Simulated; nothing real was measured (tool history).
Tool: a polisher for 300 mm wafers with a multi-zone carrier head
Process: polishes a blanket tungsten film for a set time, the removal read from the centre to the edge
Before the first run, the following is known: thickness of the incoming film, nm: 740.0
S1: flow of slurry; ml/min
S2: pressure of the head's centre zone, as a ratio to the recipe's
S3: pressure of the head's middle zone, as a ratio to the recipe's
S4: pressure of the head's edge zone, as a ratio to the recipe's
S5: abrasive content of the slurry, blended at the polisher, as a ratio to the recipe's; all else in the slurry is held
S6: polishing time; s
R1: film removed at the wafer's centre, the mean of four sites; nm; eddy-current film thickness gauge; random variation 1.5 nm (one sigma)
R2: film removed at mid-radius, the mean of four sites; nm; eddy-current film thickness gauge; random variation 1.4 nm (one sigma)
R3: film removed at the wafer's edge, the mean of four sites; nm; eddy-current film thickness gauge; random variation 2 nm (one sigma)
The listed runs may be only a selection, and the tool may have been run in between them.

Run 1, hour 0: S1 295 ml/min, S2 1, S3 1, S4 1, S5 1, S6 30 s. Result: R1 166.04 nm, R2 168.82 nm, R3 170.69 nm.
Run 2, hour 1.8: S1 295 ml/min, S2 0.97, S3 1, S4 0.98, S5 0.9, S6 30 s. Result: R1 156.59 nm, R2 171.61 nm, R3 163.26 nm.
Run 3, hour 5.1: S1 220 ml/min, S2 0.97, S3 1, S4 0.98, S5 0.9, S6 30 s. Result: R1 153.99 nm, R2 164.88 nm, R3 159.63 nm.
Run 4, hour 6.4: S1 220 ml/min, S2 0.95, S3 0.98, S4 0.97, S5 0.85, S6 30 s. Result: R1 150.4 nm, R2 160.7 nm, R3 159.96 nm.
Run 5, hour 11.8: S1 220 ml/min, S2 0.93, S3 0.98, S4 0.96, S5 0.8, S6 30 s. Result: R1 145.21 nm, R2 158.85 nm, R3 156.72 nm.
Run 6, hour 19.8: S1 220 ml/min, S2 0.93, S3 0.98, S4 0.93, S5 0.8, S6 30 s. Result: R1 146.08 nm, R2 156.88 nm, R3 155.54 nm.
Run 7, hour 26.3: S1 220 ml/min, S2 0.92, S3 0.99, S4 0.93, S5 0.75, S6 30 s. Result: R1 146.55 nm, R2 159.63 nm, R3 154.96 nm.
Run 8, hour 31.7: S1 220 ml/min, S2 0.9, S3 0.99, S4 0.93, S5 0.7, S6 29 s. Result: R1 135.26 nm, R2 150.84 nm, R3 148.64 nm.

Forecast run 9:
Run 9, hour 39.3: S1 220 ml/min, S2 0.9, S3 0.99, S4 0.93, S5 0.7, S6 29 s. Result: R1 ?, R2 ?, R3 ?.

{"run 9": {"R1": 137.83, "R2": 152.73, "R3": 149.35}}

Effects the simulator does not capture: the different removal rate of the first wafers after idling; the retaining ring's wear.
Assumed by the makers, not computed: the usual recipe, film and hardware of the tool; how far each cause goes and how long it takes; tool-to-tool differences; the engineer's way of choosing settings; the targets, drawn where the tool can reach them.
